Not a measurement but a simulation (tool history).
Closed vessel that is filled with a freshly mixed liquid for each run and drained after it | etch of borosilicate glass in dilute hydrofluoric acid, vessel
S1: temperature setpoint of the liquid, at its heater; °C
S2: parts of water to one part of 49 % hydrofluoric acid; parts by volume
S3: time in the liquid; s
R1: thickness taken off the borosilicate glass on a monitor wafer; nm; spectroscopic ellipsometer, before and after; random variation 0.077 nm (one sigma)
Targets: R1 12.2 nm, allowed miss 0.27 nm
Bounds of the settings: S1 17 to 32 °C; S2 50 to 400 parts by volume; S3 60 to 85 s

run,day,S1,S2,S3,R1
1,0,24,225,85,14.078
2,0.238,26.5,225,85,15.367
3,0.3,29.5,225,85,17.122
4,0.417,32,225,85,18.68
5,0.621,32,225,85,18.57
6,0.65,28,225,85,16.402
7,1.017,28,225,85,16.4
8,1.317,25,225,85,14.735
9,1.654,23,225,85,13.735
10,1.796,23,225,85,13.8
11,2.158,23,225,85,13.634
12,2.225,22,225,85,13.201
13,2.408,21.5,225,85,12.917
# day 2.533: hydrofluoric acid flow meter replaced
14,2.533,21,225,85,13.92

Which of these 4 next moves meets every target?
A,2.658,19.5,200,85,?
B,2.658,27,240,85,?
C,2.658,23.5,270,85,?
D,2.658,17,165,85,?

move,R1
A,15.239
B,16.056
C,12.231
D,17.296
A: further off than the last run
B: further off than the last run
C: meets every target
D: further off than the last run
The right move is C.
